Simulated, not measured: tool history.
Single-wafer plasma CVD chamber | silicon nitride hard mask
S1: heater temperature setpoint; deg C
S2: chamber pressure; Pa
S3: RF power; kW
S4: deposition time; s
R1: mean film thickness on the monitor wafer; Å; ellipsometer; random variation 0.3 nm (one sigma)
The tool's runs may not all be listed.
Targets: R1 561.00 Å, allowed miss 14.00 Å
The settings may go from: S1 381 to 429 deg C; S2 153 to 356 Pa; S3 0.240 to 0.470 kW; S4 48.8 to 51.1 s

run  hour   S1   S2     S3    S4      R1
  1   0.0  405  255  0.355  51.1  720.58
  2   0.7  405  255  0.355  48.8  691.98
  3   8.3  405  243  0.340  48.8  655.05
  4  12.9  405  231  0.335  48.8  633.25
  5  20.8  405  221  0.335  48.8  631.52
  6  28.1  405  213  0.330  48.8  622.60
  7  34.1  405  207  0.325  48.8  604.16
  8  43.0  405  200  0.325  48.8  594.92
  9  50.1  405  195  0.325  48.8  590.10
 10  58.2  405  191  0.325  48.8  591.17
 11  63.7  405  187  0.325  48.8  582.37
 12  64.3  405  184  0.325  48.8  578.88
 13  69.0  405  181  0.325  48.8  575.89

5 next moves are on the table. One of them brings every result within its allowed miss. Which?
  A  73.7  400  184  0.290  49.8   ?
  B  73.7  407  175  0.335  48.8   ?
  C  73.7  400  153  0.310  48.8   ?
  D  73.7  414  184  0.315  48.8   ?
  E  73.7  404  207  0.310  51.0   ?

move      R1
   A  538.22
   B  589.46
   C  529.38
   D  566.31
   E  606.52
A: takes the result that was furthest off past its target
B: further off than the last run
C: takes the result that was furthest off past its target
D: meets every target
E: further off than the last run
Move D is the one to make.

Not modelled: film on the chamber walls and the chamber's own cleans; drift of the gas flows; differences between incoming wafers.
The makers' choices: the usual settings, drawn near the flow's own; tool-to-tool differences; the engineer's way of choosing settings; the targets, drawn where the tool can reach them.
